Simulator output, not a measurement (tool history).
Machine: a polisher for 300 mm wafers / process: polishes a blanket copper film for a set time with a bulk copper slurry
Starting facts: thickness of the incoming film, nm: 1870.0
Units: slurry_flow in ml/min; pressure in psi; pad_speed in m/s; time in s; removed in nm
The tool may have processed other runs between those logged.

{"run": 1, "hour": 0.0, "slurry_flow": 165, "pressure": 3.0, "pad_speed": 0.88, "slurry_solids": 1.0, "time": 63, "removed": 633.9}
{"run": 2, "hour": 2.8, "slurry_flow": 165, "pressure": 2.6, "pad_speed": 0.88, "slurry_solids": 1.0, "time": 63, "removed": 530.67}
{"run": 3, "hour": 4.2, "slurry_flow": 165, "pressure": 3.2, "pad_speed": 0.88, "slurry_solids": 1.0, "time": 63, "removed": 663.26}
{"run": 4, "hour": 12.5, "slurry_flow": 165, "pressure": 3.2, "pad_speed": 0.98, "slurry_solids": 1.0, "time": 63, "removed": 737.4}
{"run": 5, "hour": 13.7, "slurry_flow": 165, "pressure": 3.6, "pad_speed": 0.98, "slurry_solids": 1.0, "time": 63, "removed": 829.61}
{"run": 6, "hour": 16.1, "slurry_flow": 165, "pressure": 3.8, "pad_speed": 1.0, "slurry_solids": 1.0, "time": 63, "removed": 888.49}
{"run": 7, "hour": 19.9, "slurry_flow": 165, "pressure": 3.9, "pad_speed": 1.02, "slurry_solids": 1.0, "time": 63, "removed": 920.49}
{"run": 8, "hour": 26.1, "slurry_flow": 165, "pressure": 4.0, "pad_speed": 1.04, "slurry_solids": 1.0, "time": 63, "removed": 963.29}
{"run": 9, "hour": 28.6, "slurry_flow": 165, "pressure": 4.1, "pad_speed": 1.06, "slurry_solids": 1.0, "time": 63, "removed": 1039.2}

For run 10, what comes out?
{"run": 10, "hour": 32.3, "slurry_flow": 165, "pressure": 4.2, "pad_speed": 1.06, "slurry_solids": 1.0, "time": 63, "removed": "?"}

removed: 1035.70 nm
